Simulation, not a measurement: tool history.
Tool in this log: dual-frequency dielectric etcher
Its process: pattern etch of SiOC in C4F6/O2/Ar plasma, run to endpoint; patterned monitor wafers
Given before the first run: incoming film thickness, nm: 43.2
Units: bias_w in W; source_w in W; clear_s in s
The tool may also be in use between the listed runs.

Run 1, hour 0.0: bias_w 620 W, source_w 320 W. Result: clear_s 13.779 s.
Run 2, hour 4.6: bias_w 620 W, source_w 300 W. Result: clear_s 14.168 s.
Run 3, hour 13.5: bias_w 620 W, source_w 330 W. Result: clear_s 13.662 s.
Run 4, hour 21.2: bias_w 516 W, source_w 330 W. Result: clear_s 15.012 s.
Run 5, hour 29.9: bias_w 516 W, source_w 360 W. Result: clear_s 14.598 s.
Run 6, hour 33.2: bias_w 516 W, source_w 400 W. Result: clear_s 13.938 s.

What does the tool deliver on the next run?
Run 7, hour 40.8: bias_w 558 W, source_w 400 W. Result: clear_s ?.

For run 7 the tool returned clear_s 13.607 s.
